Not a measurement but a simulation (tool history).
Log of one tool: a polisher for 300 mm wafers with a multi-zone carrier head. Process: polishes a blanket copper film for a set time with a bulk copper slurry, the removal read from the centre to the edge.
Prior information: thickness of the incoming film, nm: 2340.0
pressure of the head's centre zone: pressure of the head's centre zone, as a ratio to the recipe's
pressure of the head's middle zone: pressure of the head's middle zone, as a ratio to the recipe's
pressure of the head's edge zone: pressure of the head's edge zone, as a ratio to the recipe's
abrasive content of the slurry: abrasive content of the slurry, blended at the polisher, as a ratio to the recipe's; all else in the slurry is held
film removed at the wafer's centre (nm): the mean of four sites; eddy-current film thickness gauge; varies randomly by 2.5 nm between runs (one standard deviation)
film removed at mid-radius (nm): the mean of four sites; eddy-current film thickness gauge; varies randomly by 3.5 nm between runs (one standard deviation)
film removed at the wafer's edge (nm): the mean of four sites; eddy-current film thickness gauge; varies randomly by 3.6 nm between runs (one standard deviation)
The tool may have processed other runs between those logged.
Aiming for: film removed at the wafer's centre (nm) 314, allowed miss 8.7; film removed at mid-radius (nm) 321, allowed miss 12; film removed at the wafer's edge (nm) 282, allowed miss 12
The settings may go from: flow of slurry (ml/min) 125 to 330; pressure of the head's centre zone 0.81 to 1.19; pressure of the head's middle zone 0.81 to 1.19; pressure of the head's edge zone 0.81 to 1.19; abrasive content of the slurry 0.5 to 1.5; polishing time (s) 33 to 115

| run | hour | flow of slurry (ml/min) | pressure of the head's centre zone | pressure of the head's middle zone | pressure of the head's edge zone | abrasive content of the slurry | polishing time (s) | film removed at the wafer's centre (nm) | film removed at mid-radius (nm) | film removed at the wafer's edge (nm) |
|---|---|---|---|---|---|---|---|---|---|---|
| 1 | 0 | 210 | 1 | 1 | 1 | 1 | 73 | 495.14 | 510.78 | 500.52 |
| 2 | 3.2 | 210 | 1 | 1 | 1 | 1.15 | 73 | 512.6 | 540.18 | 522.07 |
| 3 | 4.5 | 210 | 1 | 1 | 1.08 | 1.15 | 73 | 512.47 | 535.38 | 538.92 |
| 4 | 6.3 | 210 | 1 | 0.92 | 1.08 | 1.15 | 73 | 512.39 | 502.73 | 543.09 |
| 5 | 12 | 250 | 1 | 0.92 | 1.08 | 1.15 | 73 | 528.69 | 516.35 | 568.59 |
| 6 | 14 | 215 | 1 | 0.96 | 1.01 | 0.95 | 66 | 437.62 | 446.61 | 461.38 |
| 7 | 17.9 | 190 | 1.03 | 0.99 | 0.95 | 0.8 | 60 | 384.99 | 396.32 | 374.36 |
| 8 | 20.8 | 175 | 1.04 | 0.99 | 0.91 | 0.7 | 58 | 356.01 | 359.37 | 340.34 |
| 9 | 23 | 170 | 1.05 | 1 | 0.88 | 0.65 | 57 | 343.74 | 342.91 | 319.42 |
| 10 | 29.9 | 165 | 1.05 | 1.01 | 0.86 | 0.6 | 57 | 339.79 | 343.55 | 315.89 |
| 11 | 34.3 | 160 | 1.06 | 1.02 | 0.84 | 0.55 | 56 | 319.27 | 329.83 | 290.9 |

Of the 4 settings listed for the next run, only one would bring every result within its allowed miss of target. Which one?
| A | 38.7 | 125 | 1.06 | 1.02 | 0.83 | 0.55 | 61 | ? | ? | ? |
| B | 38.7 | 160 | 0.98 | 0.92 | 0.89 | 0.5 | 60 | ? | ? | ? |
| C | 38.7 | 155 | 1.03 | 1.07 | 0.81 | 0.55 | 53 | ? | ? | ? |
| D | 38.7 | 125 | 1.1 | 1.05 | 0.82 | 0.5 | 58 | ? | ? | ? |

| move | film removed at the wafer's centre (nm) | film removed at mid-radius (nm) | film removed at the wafer's edge (nm) |
|---|---|---|---|
| A | 327.52 | 327.9 | 308.76 |
| B | 309.75 | 305.66 | 318.58 |
| C | 293.85 | 313.13 | 275.51 |
| D | 314.47 | 310.73 | 283.91 |
A: the biggest miss grows against the last run
B: the biggest miss grows against the last run
C: corrects the largest miss of the last run, while another result sits out of spec
D: all results in spec
D meets every target.
